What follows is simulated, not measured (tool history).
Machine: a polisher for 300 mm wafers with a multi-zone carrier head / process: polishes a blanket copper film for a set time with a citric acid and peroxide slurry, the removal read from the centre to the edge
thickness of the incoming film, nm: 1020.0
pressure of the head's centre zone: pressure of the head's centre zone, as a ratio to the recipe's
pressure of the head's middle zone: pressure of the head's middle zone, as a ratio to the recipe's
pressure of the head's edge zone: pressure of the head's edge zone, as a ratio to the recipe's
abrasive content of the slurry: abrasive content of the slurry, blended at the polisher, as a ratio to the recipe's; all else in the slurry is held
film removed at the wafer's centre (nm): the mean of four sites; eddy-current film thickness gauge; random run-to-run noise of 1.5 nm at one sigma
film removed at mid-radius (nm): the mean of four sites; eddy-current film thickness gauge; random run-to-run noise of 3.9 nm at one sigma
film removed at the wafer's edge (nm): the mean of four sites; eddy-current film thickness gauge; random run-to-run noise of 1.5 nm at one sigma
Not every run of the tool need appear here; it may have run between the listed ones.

run  hour  flow of slurry (ml/min)  pressure of the head's centre zone  pressure of the head's middle zone  pressure of the head's edge zone  abrasive content of the slurry  polishing time (s)  film removed at the wafer's centre (nm)  film removed at mid-radius (nm)  film removed at the wafer's edge (nm)
  1     0                      165                                   1                                   1                                 1                               1                  54                                   150.78                           147.93                                 156.33
  2   3.1                      165                                   1                                   1                              1.08                               1                  54                                    151.7                           153.82                                 162.91
  3     6                      165                                   1                                0.93                              1.08                               1                  54                                   150.58                           142.89                                 162.35
  4   6.6                      180                                0.99                                0.99                              1.08                             1.1                  56                                   161.05                           162.54                                 174.07
  5  11.8                      180                                1.04                                0.99                              1.08                             1.1                  56                                   171.15                           165.48                                  174.2
  6  18.3                      180                                1.04                                0.99                              1.08                             1.1                  45                                   135.69                           128.84                                 141.45

What will run 7 give?
  7  26.8                      185                                1.03                                1.03                              1.09                             1.2                  49                                        ?                                ?                                      ?

film removed at the wafer's centre (nm): 151.18
film removed at mid-radius (nm): 157.03
film removed at the wafer's edge (nm): 157.42

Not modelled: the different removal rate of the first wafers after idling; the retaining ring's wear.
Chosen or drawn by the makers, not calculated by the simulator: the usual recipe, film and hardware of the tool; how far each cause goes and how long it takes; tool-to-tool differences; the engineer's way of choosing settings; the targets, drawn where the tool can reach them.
